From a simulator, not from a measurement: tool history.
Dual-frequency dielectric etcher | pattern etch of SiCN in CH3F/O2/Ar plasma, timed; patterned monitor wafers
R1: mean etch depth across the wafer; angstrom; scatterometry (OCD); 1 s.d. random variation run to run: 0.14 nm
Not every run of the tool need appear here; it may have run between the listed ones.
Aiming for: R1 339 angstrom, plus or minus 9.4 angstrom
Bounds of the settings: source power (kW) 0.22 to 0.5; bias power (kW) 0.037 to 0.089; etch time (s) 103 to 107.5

{"run": 1, "day": 0.0, "source power (kW)": 0.36, "bias power (kW)": 0.063, "etch time (s)": 103, "R1": 376.44}
{"run": 2, "day": 0.046, "source power (kW)": 0.36, "bias power (kW)": 0.07, "etch time (s)": 103, "R1": 393.01}
{"run": 3, "day": 0.162, "source power (kW)": 0.36, "bias power (kW)": 0.07, "etch time (s)": 103, "R1": 389.85}
{"run": 4, "day": 0.383, "source power (kW)": 0.36, "bias power (kW)": 0.07, "etch time (s)": 103, "R1": 393.07}
{"run": 5, "day": 0.742, "source power (kW)": 0.36, "bias power (kW)": 0.07, "etch time (s)": 107.5, "R1": 407.81}
{"run": 6, "day": 1.008, "source power (kW)": 0.35, "bias power (kW)": 0.068, "etch time (s)": 107, "R1": 398.6}
{"run": 7, "day": 1.129, "source power (kW)": 0.35, "bias power (kW)": 0.068, "etch time (s)": 107, "R1": 400.78}
{"run": 8, "day": 1.442, "source power (kW)": 0.34, "bias power (kW)": 0.067, "etch time (s)": 106.5, "R1": 390.71}
{"run": 9, "day": 1.642, "source power (kW)": 0.33, "bias power (kW)": 0.066, "etch time (s)": 106.5, "R1": 386.14}
{"run": 10, "day": 2.004, "source power (kW)": 0.32, "bias power (kW)": 0.065, "etch time (s)": 106.5, "R1": 379.68}
{"run": 11, "day": 2.075, "source power (kW)": 0.31, "bias power (kW)": 0.064, "etch time (s)": 106.5, "R1": 373.87}
{"run": 12, "day": 2.354, "source power (kW)": 0.3, "bias power (kW)": 0.063, "etch time (s)": 106.5, "R1": 370.03}
{"run": 13, "day": 2.512, "source power (kW)": 0.24, "bias power (kW)": 0.056, "etch time (s)": 105.5, "R1": 329.22}

Next run, 5 choices. One meets every target within its allowed miss, the rest don't. Which?
{"run": "A", "day": 2.671, "source power (kW)": 0.23, "bias power (kW)": 0.059, "etch time (s)": 107.5, "R1": "?"}
{"run": "B", "day": 2.671, "source power (kW)": 0.24, "bias power (kW)": 0.05, "etch time (s)": 104.5, "R1": "?"}
{"run": "C", "day": 2.671, "source power (kW)": 0.23, "bias power (kW)": 0.058, "etch time (s)": 103, "R1": "?"}
{"run": "D", "day": 2.671, "source power (kW)": 0.22, "bias power (kW)": 0.053, "etch time (s)": 105.5, "R1": "?"}
{"run": "E", "day": 2.671, "source power (kW)": 0.22, "bias power (kW)": 0.054, "etch time (s)": 105.5, "R1": "?"}

move=A R1=334.89
move=B R1=310.84
move=C R1=318.9
move=D R1=312.34
move=E R1=314.41
A: hits every target within its allowed miss
B: further off than the last run
C: further off than the last run
D: further off than the last run
E: further off than the last run
The move that meets every target is A.

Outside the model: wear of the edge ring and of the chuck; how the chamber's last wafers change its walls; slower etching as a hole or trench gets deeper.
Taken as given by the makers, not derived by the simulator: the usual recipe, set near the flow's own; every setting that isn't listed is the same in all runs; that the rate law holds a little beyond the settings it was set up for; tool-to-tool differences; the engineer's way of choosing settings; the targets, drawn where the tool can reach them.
